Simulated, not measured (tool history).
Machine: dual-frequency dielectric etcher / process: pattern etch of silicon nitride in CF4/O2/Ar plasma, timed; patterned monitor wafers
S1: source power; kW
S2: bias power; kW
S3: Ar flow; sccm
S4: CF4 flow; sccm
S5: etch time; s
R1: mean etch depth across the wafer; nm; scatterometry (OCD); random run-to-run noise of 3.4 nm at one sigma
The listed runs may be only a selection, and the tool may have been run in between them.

run	day	S1	S2	S3	S4	S5	R1
1	0	0.53	0.068	99	80	343	812.3
2	0.271	0.45	0.068	99	80	343	705.84
3	0.358	0.43	0.068	99	80	343	676.73
4	0.7	0.43	0.068	99	74	343	674.94
5	0.842	0.42	0.068	99	74	343	662
6	0.879	0.49	0.068	99	74	343	751.45
7	1.242	0.46	0.068	99	74	343	709.03

Expected results for the next run?
8	1.462	0.44	0.068	99	74	343	?

{"run 8": {"R1": 685.74}}
